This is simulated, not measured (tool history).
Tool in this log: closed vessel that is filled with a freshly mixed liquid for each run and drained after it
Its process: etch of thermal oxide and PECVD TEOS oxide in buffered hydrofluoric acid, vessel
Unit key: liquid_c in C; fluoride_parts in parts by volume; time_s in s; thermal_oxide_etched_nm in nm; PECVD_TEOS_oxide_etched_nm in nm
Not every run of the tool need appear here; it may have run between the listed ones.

run	day	liquid_c	fluoride_parts	time_s	thermal_oxide_etched_nm	PECVD_TEOS_oxide_etched_nm
1	0	24	13.5	60	46.358	76.855
2	0.321	23	14	60	42.322	70.165
3	0.579	22	14.5	60	38.895	64.013
4	0.821	21.5	15	60	36.088	60.135
5	0.871	21	15.5	60	33.961	56.949
6	0.912	21	15.5	80	45.458	75.722
7	0.971	20.5	16.5	80	41.924	69.158

Forecast run 8:
8	1.208	20	17.5	80	?	?

{"run 8": {"thermal_oxide_etched_nm": 38.227, "PECVD_TEOS_oxide_etched_nm": 63.722}}
